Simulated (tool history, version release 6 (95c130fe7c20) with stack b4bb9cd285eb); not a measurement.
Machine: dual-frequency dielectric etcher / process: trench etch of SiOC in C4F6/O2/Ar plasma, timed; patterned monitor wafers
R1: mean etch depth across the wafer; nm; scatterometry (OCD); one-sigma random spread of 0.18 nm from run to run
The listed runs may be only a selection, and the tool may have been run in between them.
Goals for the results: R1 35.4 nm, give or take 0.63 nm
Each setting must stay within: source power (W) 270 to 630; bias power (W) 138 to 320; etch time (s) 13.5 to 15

{"run": 1, "hour": 0.0, "source power (W)": 450, "bias power (W)": 229, "etch time (s)": 15, "R1": 32.679}
{"run": 2, "hour": 2.6, "source power (W)": 450, "bias power (W)": 191, "etch time (s)": 15, "R1": 31.357}
{"run": 3, "hour": 8.9, "source power (W)": 450, "bias power (W)": 191, "etch time (s)": 15, "R1": 31.244}
{"run": 4, "hour": 9.9, "source power (W)": 480, "bias power (W)": 194, "etch time (s)": 15, "R1": 32.096}
{"run": 5, "hour": 12.8, "source power (W)": 430, "bias power (W)": 194, "etch time (s)": 15, "R1": 30.81}
{"run": 6, "hour": 20.3, "source power (W)": 460, "bias power (W)": 197, "etch time (s)": 15, "R1": 31.722}
{"run": 7, "hour": 23.4, "source power (W)": 490, "bias power (W)": 200, "etch time (s)": 15, "R1": 32.423}
{"run": 8, "hour": 26.6, "source power (W)": 510, "bias power (W)": 203, "etch time (s)": 15, "R1": 33.019}
{"run": 9, "hour": 32.7, "source power (W)": 530, "bias power (W)": 206, "etch time (s)": 15, "R1": 33.37}
{"run": 10, "hour": 37.9, "source power (W)": 550, "bias power (W)": 209, "etch time (s)": 15, "R1": 34.177}
{"run": 11, "hour": 43.5, "source power (W)": 560, "bias power (W)": 210, "etch time (s)": 15, "R1": 34.392}
{"run": 12, "hour": 45.6, "source power (W)": 570, "bias power (W)": 211, "etch time (s)": 15, "R1": 34.622}
{"run": 13, "hour": 48.0, "source power (W)": 570, "bias power (W)": 211, "etch time (s)": 15, "R1": 34.837}
{"run": 14, "hour": 53.1, "source power (W)": 570, "bias power (W)": 212, "etch time (s)": 15, "R1": 34.642}

Pick the move, out of 4, that brings all results within their allowed miss; only one does.
{"run": "A", "hour": 58.2, "source power (W)": 630, "bias power (W)": 231, "etch time (s)": 14.5, "R1": "?"}
{"run": "B", "hour": 58.2, "source power (W)": 540, "bias power (W)": 233, "etch time (s)": 14.5, "R1": "?"}
{"run": "C", "hour": 58.2, "source power (W)": 560, "bias power (W)": 218, "etch time (s)": 14.5, "R1": "?"}
{"run": "D", "hour": 58.2, "source power (W)": 560, "bias power (W)": 203, "etch time (s)": 15, "R1": "?"}

move=A R1=35.406
move=B R1=33.621
move=C R1=33.475
move=D R1=34.022
A: each result inside its tolerance
B: the biggest miss grows against the last run
C: the biggest miss grows against the last run
D: the biggest miss grows against the last run
The right move is A.
